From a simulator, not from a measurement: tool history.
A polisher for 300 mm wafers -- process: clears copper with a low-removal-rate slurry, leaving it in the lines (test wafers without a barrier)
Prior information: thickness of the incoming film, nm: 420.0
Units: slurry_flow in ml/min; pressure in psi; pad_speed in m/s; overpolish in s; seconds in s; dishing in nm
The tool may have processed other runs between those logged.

{"run": 1, "hour": 0.0, "slurry_flow": 225, "pressure": 3.4, "pad_speed": 1.06, "slurry_solids": 1.0, "overpolish": 17, "seconds": 125.23, "dishing": 30.738}
{"run": 2, "hour": 5.3, "slurry_flow": 225, "pressure": 3.0, "pad_speed": 1.06, "slurry_solids": 1.0, "overpolish": 19, "seconds": 142.05, "dishing": 31.251}
{"run": 3, "hour": 8.0, "slurry_flow": 225, "pressure": 2.7, "pad_speed": 1.06, "slurry_solids": 1.0, "overpolish": 20, "seconds": 156.49, "dishing": 28.614}
{"run": 4, "hour": 14.4, "slurry_flow": 225, "pressure": 2.7, "pad_speed": 1.06, "slurry_solids": 1.15, "overpolish": 20, "seconds": 152.7, "dishing": 29.647}
{"run": 5, "hour": 15.8, "slurry_flow": 225, "pressure": 2.7, "pad_speed": 1.06, "slurry_solids": 1.25, "overpolish": 20, "seconds": 149.74, "dishing": 29.976}
{"run": 6, "hour": 24.1, "slurry_flow": 275, "pressure": 2.7, "pad_speed": 1.06, "slurry_solids": 1.25, "overpolish": 20, "seconds": 142.27, "dishing": 30.812}
{"run": 7, "hour": 29.6, "slurry_flow": 260, "pressure": 2.5, "pad_speed": 1.06, "slurry_solids": 1.25, "overpolish": 21, "seconds": 158.2, "dishing": 29.536}
{"run": 8, "hour": 32.0, "slurry_flow": 255, "pressure": 2.3, "pad_speed": 1.06, "slurry_solids": 1.25, "overpolish": 22, "seconds": 169.36, "dishing": 29.688}

Run 9 comes next. What will it give?
{"run": 9, "hour": 39.7, "slurry_flow": 250, "pressure": 2.2, "pad_speed": 1.06, "slurry_solids": 1.25, "overpolish": 23, "seconds": "?", "dishing": "?"}

seconds: 181.09 s
dishing: 29.433 nm
